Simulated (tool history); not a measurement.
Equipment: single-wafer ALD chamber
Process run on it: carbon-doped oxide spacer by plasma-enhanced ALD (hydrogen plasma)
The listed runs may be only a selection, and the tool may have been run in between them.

run,hour,heater temperature setpoint (°C),number of ALD cycles (cycles),mean film thickness on the monitor wafer (Å)
1,0.0,420,550,238.97
2,8.6,410,550,246.24
3,11.6,408,580,263.71
4,15.8,406,597,272.94
5,22.3,404,610,278.65
6,26.7,403,621,286.27
7,31.2,402,627,291.09
8,39.5,401,630,293.44

Run 9 is up next; what results do you expect?
9,42.7,400,632,?

Run 9 measured mean film thickness on the monitor wafer (Å) 295.35.

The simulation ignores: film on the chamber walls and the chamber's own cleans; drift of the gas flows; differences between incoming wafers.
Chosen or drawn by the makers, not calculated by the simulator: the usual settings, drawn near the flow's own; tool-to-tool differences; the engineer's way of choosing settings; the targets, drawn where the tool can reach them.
